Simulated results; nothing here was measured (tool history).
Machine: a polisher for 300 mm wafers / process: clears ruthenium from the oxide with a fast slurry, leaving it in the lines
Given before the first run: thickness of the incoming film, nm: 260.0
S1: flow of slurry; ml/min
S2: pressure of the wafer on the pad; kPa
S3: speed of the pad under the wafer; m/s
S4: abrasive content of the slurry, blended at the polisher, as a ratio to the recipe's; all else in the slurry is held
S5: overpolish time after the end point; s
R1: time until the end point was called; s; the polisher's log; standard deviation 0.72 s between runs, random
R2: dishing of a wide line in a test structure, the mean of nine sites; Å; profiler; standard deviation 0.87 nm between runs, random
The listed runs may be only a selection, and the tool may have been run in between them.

Run 1, hour 0.0: S1 300 ml/min, S2 22.8 kPa, S3 1.1 m/s, S4 1.00, S5 13 s. Result: R1 47.403 s, R2 673.82 Å.
Run 2, hour 4.4: S1 300 ml/min, S2 23.4 kPa, S3 1.1 m/s, S4 1.00, S5 14 s. Result: R1 45.045 s, R2 732.31 Å.
Run 3, hour 5.6: S1 300 ml/min, S2 23.4 kPa, S3 1.1 m/s, S4 1.10, S5 14 s. Result: R1 42.135 s, R2 750.98 Å.
Run 4, hour 10.4: S1 300 ml/min, S2 23.4 kPa, S3 1.1 m/s, S4 1.05, S5 15 s. Result: R1 44.254 s, R2 783.87 Å.
Run 5, hour 18.8: S1 300 ml/min, S2 24.1 kPa, S3 1.1 m/s, S4 1.05, S5 15 s. Result: R1 41.904 s, R2 800.52 Å.
Run 6, hour 24.5: S1 240 ml/min, S2 24.1 kPa, S3 1.1 m/s, S4 1.05, S5 15 s. Result: R1 44.392 s, R2 786.13 Å.
Run 7, hour 28.7: S1 245 ml/min, S2 24.1 kPa, S3 1.1 m/s, S4 1.05, S5 15 s. Result: R1 44.134 s, R2 784.11 Å.

Run 8, settings as shown, results not yet in. Your forecast:
Run 8, hour 30.9: S1 250 ml/min, S2 24.1 kPa, S3 1.1 m/s, S4 1.05, S5 15 s. Result: R1 ?, R2 ?.

R1: 44.456 s
R2: 787.28 Å
